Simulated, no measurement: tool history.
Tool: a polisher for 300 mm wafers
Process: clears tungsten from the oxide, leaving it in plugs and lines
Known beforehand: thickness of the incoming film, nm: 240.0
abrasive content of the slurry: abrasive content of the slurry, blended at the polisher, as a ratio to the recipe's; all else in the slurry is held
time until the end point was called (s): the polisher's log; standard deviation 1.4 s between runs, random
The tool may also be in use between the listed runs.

run  hour  flow of slurry (ml/min)  pressure of the wafer on the pad (psi)  speed of the pad under the wafer (m/s)  abrasive content of the slurry  overpolish time after the end point (s)  time until the end point was called (s)
  1   0.0                      265                                     2.7                                    0.98                             1.0                                        5                                   67.682
  2   1.5                      230                                     2.7                                    0.98                             1.0                                        5                                   67.676
  3   6.5                      230                                     2.5                                    0.98                             1.0                                        5                                   71.979
  4  12.7                      180                                     2.5                                    0.98                             1.0                                        5                                   74.794
  5  14.6                      180                                     3.0                                    0.98                             1.0                                        5                                   66.176
  6  21.4                      225                                     3.0                                    0.98                             1.0                                        5                                   62.719
  7  28.0                      225                                     2.7                                    0.96                             1.0                                        5                                   66.204
  8  32.2                      220                                     2.4                                    0.92                             1.0                                        5                                   78.177

The next listed run, before its measurement:
  9  40.1                      220                                     2.3                                    0.92                             1.0                                        5                                        ?

Logged for run 9: time until the end point was called (s) 81.025.
